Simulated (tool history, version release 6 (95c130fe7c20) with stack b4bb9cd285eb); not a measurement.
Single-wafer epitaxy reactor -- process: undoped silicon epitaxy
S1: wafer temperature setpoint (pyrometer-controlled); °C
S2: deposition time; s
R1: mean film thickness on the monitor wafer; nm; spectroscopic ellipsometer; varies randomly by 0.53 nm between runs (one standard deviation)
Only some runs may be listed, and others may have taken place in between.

{"run": 1, "day": 0.0, "S1": 655, "S2": 334, "R1": 63.666}
{"run": 2, "day": 0.262, "S1": 645, "S2": 334, "R1": 52.101}
{"run": 3, "day": 0.379, "S1": 649, "S2": 334, "R1": 57.19}
{"run": 4, "day": 0.667, "S1": 649, "S2": 310, "R1": 52.554}
{"day": 0.8, "done": "pyrometer calibrated"}
{"run": 5, "day": 0.8, "S1": 656, "S2": 312, "R1": 55.682}
{"run": 6, "day": 0.858, "S1": 662, "S2": 324, "R1": 65.413}
{"run": 7, "day": 1.033, "S1": 666, "S2": 331, "R1": 71.504}
{"run": 8, "day": 1.271, "S1": 669, "S2": 336, "R1": 76.498}

Estimate the outcome of run 9 from the log above:
{"run": 9, "day": 1.492, "S1": 671, "S2": 339, "R1": "?"}

Run 9 came out at R1 79.914 nm.

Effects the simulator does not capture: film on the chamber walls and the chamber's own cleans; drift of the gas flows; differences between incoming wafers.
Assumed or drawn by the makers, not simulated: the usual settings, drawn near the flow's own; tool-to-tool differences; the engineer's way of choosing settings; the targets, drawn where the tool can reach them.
